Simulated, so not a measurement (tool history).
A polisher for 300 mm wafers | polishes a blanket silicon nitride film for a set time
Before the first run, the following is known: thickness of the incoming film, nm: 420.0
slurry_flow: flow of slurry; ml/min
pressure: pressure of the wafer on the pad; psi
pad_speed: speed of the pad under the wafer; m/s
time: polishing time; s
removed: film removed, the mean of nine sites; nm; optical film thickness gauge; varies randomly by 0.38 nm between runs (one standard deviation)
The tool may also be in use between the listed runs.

run 1 hour=0 | slurry_flow=245 pressure=4.2 pad_speed=1.18 time=40 | removed=86.204
run 2 hour=2.9 | slurry_flow=240 pressure=3.9 pad_speed=1.18 time=40 | removed=79.056
run 3 hour=7.1 | slurry_flow=230 pressure=3.7 pad_speed=1.18 time=40 | removed=75.733
run 4 hour=11.7 | slurry_flow=230 pressure=3.5 pad_speed=1.18 time=40 | removed=70.608
run 5 hour=16.8 | slurry_flow=225 pressure=3.4 pad_speed=1.18 time=40 | removed=69.129
run 6 hour=23.6 | slurry_flow=220 pressure=3.3 pad_speed=1.18 time=40 | removed=66.512
run 7 hour=30.9 | slurry_flow=210 pressure=3.3 pad_speed=1.18 time=40 | removed=65.964

The next listed run, before its measurement:
-- hour=34.1 slurry nozzle cleaned
run 8 hour=34.1 | slurry_flow=180 pressure=3 pad_speed=1.18 time=40 | removed=?

{"run 8": {"removed": 63.281}}

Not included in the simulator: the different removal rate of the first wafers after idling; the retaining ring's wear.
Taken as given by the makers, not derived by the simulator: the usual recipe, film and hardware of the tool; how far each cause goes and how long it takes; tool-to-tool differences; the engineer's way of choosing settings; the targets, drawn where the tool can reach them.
